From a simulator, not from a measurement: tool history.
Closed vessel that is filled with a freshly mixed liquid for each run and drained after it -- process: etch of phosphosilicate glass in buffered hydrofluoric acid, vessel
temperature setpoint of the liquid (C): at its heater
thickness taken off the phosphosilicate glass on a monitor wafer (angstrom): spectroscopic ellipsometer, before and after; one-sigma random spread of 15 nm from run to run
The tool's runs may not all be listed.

| run | hour | temperature setpoint of the liquid (C) | parts of 40 % ammonium fluoride to one part of 49 % hydrofluoric acid (parts by volume) | time in the liquid (s) | thickness taken off the phosphosilicate glass on a monitor wafer (angstrom) |
|---|---|---|---|---|---|
| 1 | 0.0 | 24.0 | 8.0 | 95 | 10657 |
| 2 | 3.6 | 26.0 | 7.5 | 95 | 12715 |
| 3 | 5.7 | 26.0 | 6.0 | 95 | 15654 |
| 4 | 14.4 | 26.0 | 5.0 | 95 | 18303 |
| 5 | 20.9 | 23.5 | 5.0 | 95 | 15985 |
| 6 | 27.2 | 23.5 | 5.0 | 95 | 16064 |
| 7 | 29.1 | 25.0 | 5.0 | 95 | 17359 |

Run 8, settings as shown, results not yet in. Your forecast:
| 8 | 34.7 | 26.0 | 5.0 | 95 | ? |

thickness taken off the phosphosilicate glass on a monitor wafer (angstrom): 18483
